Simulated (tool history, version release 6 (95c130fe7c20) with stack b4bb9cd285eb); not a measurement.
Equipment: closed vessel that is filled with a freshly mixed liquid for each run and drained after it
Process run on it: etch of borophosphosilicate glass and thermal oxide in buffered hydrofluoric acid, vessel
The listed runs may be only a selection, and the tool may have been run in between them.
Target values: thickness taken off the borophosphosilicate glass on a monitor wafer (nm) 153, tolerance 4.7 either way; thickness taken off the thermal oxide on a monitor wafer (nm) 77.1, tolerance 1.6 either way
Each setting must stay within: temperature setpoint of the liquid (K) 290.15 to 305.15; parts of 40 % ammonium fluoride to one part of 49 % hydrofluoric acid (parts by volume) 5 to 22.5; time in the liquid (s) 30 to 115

run	hour	temperature setpoint of the liquid (K)	parts of 40 % ammonium fluoride to one part of 49 % hydrofluoric acid (parts by volume)	time in the liquid (s)	thickness taken off the borophosphosilicate glass on a monitor wafer (nm)	thickness taken off the thermal oxide on a monitor wafer (nm)
1	0	297.15	13.5	60	95.123	47.839
2	3.8	299.15	13.5	60	107.02	53.498
3	11.7	300.65	13.5	60	116.63	58.462
4	12.3	301.65	13.5	60	121.82	60.972
5	19.1	302.65	13.5	60	126.22	63.747
6	25.3	299.15	13.5	60	104.53	53.303
7	31	303.15	12.5	60	139.32	71.19
8	34.3	303.65	12.5	60	144.18	72.301
9	37.2	304.15	12.5	60	148.96	74.55
10	45.4	304.15	12.5	60	147.3	74.363

4 candidate next runs follow, results not yet known. Just one meets every target within its allowed miss. Identify it.
A	53.6	305.15	14	60	?	?
B	53.6	304.15	12	55	?	?
C	53.6	305.15	19.5	90	?	?
D	53.6	304.15	18	80	?	?

move	thickness taken off the borophosphosilicate glass on a monitor wafer (nm)	thickness taken off the thermal oxide on a monitor wafer (nm)
A	140.57	71.383
B	142.35	72.21
C	152.23	77.385
D	139	70.62
A: moves away from the targets compared with the last run
B: moves away from the targets compared with the last run
C: each result inside its tolerance
D: moves away from the targets compared with the last run
C meets every target.
